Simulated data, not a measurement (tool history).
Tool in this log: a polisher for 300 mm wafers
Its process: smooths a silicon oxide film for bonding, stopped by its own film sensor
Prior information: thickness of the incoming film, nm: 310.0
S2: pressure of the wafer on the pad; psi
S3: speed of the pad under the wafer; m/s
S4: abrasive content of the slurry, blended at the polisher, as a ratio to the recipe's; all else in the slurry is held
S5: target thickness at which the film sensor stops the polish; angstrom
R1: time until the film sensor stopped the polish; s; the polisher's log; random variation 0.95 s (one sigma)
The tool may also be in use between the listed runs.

Run 1, hour 0: flow of slurry (ml/min) 130, S2 2.4 psi, S3 0.82 m/s, S4 1, S5 2670 angstrom. Result: R1 49.742 s.
Run 2, hour 6.6: flow of slurry (ml/min) 145, S2 2.4 psi, S3 0.82 m/s, S4 1, S5 2670 angstrom. Result: R1 49.453 s.
Run 3, hour 14.3: flow of slurry (ml/min) 145, S2 2.4 psi, S3 0.82 m/s, S4 1, S5 2720 angstrom. Result: R1 43.624 s.
Run 4, hour 21: flow of slurry (ml/min) 145, S2 2.4 psi, S3 0.64 m/s, S4 1, S5 2720 angstrom. Result: R1 49.563 s.
Run 5, hour 26: flow of slurry (ml/min) 140, S2 2 psi, S3 0.62 m/s, S4 1, S5 2720 angstrom. Result: R1 60.675 s.
Run 6, hour 29.8: flow of slurry (ml/min) 135, S2 1.7 psi, S3 0.62 m/s, S4 1, S5 2720 angstrom. Result: R1 71.146 s.
Run 7, hour 33.1: flow of slurry (ml/min) 125, S2 1.6 psi, S3 0.62 m/s, S4 1, S5 2720 angstrom. Result: R1 76.405 s.
Run 8, hour 41: flow of slurry (ml/min) 115, S2 1.5 psi, S3 0.62 m/s, S4 1, S5 2720 angstrom. Result: R1 82.87 s.
Run 9, hour 47.7: flow of slurry (ml/min) 110, S2 1.5 psi, S3 0.62 m/s, S4 1, S5 2720 angstrom. Result: R1 82.627 s.

Predict the results of run 10:
Run 10, hour 55.6: flow of slurry (ml/min) 105, S2 1.5 psi, S3 0.62 m/s, S4 1, S5 2720 angstrom. Result: R1 ?.

{"run 10": {"R1": 83.97}}

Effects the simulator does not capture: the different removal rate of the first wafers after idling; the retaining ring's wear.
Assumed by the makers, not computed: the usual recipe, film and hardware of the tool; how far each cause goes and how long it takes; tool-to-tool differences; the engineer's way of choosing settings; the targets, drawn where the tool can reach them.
